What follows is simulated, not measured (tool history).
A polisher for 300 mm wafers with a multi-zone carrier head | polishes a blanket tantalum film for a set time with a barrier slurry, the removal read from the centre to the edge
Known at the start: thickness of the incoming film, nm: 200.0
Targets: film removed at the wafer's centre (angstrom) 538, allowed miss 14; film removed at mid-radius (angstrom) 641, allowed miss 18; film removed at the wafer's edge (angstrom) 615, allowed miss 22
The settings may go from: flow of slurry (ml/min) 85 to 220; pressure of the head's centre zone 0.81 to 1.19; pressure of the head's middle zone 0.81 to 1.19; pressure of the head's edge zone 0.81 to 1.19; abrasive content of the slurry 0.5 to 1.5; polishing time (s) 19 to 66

run,day,flow of slurry (ml/min),pressure of the head's centre zone,pressure of the head's middle zone,pressure of the head's edge zone,abrasive content of the slurry,polishing time (s),film removed at the wafer's centre (angstrom),film removed at mid-radius (angstrom),film removed at the wafer's edge (angstrom)
1,0,140,1,1,1,1,42,617.36,624.57,623.09
2,0.171,140,1,1,0.96,1,42,615.39,626.92,611.47
3,0.396,140,1,1,0.96,1,38,559.28,567.24,550.79
4,0.7,140,1,1,0.96,1,31,452.87,463.74,455.41
5,0.912,140,0.95,1,0.96,1,31,433.41,455.82,437.51
6,1.25,140,0.96,1.03,0.99,1.05,31,440.29,470.19,458.07
7,1.554,180,0.98,1.13,1.09,1.3,32,515.32,595.86,530.58
8,1.692,180,0.97,1.12,1.1,1.35,32,519.41,583.14,546.31
9,2.046,210,0.91,1.18,1.19,1.5,32,511.36,643.93,600.08
10,2.092,215,0.92,1.16,1.19,1.5,32,515.4,646.91,603.06
11,2.333,215,0.92,1.15,1.19,1.5,32,521.29,622.07,597.41

4 next moves are on the table. One of them brings every result within its allowed miss. Which?
A,2.575,215,0.88,1.14,1.19,1.5,33,?,?,?
B,2.575,215,0.87,1.19,1.16,1.4,34,?,?,?
C,2.575,155,0.81,1.07,1.08,1.25,40,?,?,?
D,2.575,185,0.92,1.13,1.16,1.45,34,?,?,?

move,film removed at the wafer's centre (angstrom),film removed at mid-radius (angstrom),film removed at the wafer's edge (angstrom)
A,503.27,643.2,613.73
B,505.4,677.92,614.59
C,507.46,672.98,654.5
D,525.17,638.56,609.46
A: further off than the last run
B: further off than the last run
C: further off than the last run
D: meets every target
Move D is the one to make.

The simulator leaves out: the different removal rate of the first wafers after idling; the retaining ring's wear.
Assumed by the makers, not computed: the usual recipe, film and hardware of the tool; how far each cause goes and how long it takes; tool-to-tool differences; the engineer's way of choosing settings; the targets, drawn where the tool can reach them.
